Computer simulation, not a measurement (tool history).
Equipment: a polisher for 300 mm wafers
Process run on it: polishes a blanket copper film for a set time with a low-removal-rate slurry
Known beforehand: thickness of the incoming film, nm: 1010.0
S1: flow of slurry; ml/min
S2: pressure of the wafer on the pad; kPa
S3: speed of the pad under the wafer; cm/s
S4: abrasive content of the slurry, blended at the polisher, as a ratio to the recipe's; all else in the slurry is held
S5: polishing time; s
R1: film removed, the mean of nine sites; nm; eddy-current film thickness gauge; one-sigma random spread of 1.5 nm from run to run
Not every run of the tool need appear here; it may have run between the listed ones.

run,day,S1,S2,S3,S4,S5,R1
1,0,185,13.1,104,1,75,149.31
2,0.079,185,13.1,86,1,75,125.79
3,0.371,185,13.1,98,1,75,143.23
4,0.479,185,11.7,98,1,75,126.04
5,0.746,185,11.7,110,1,75,138.42
6,1.075,185,15.2,110,1,75,181.51
7,1.204,185,14.5,110,1,75,172.64
8,1.358,185,13.8,110,1,75,165.49
9,1.633,185,13.1,110,1,75,158.74
10,1.762,185,12.4,110,1,75,149.85
11,2.058,180,9,108,1,75,106.06
12,2.408,190,10.3,108,1,75,122.28

For run 13, what comes out?
13,2.7,185,10.3,108,1,75,?

R1: 123.88 nm

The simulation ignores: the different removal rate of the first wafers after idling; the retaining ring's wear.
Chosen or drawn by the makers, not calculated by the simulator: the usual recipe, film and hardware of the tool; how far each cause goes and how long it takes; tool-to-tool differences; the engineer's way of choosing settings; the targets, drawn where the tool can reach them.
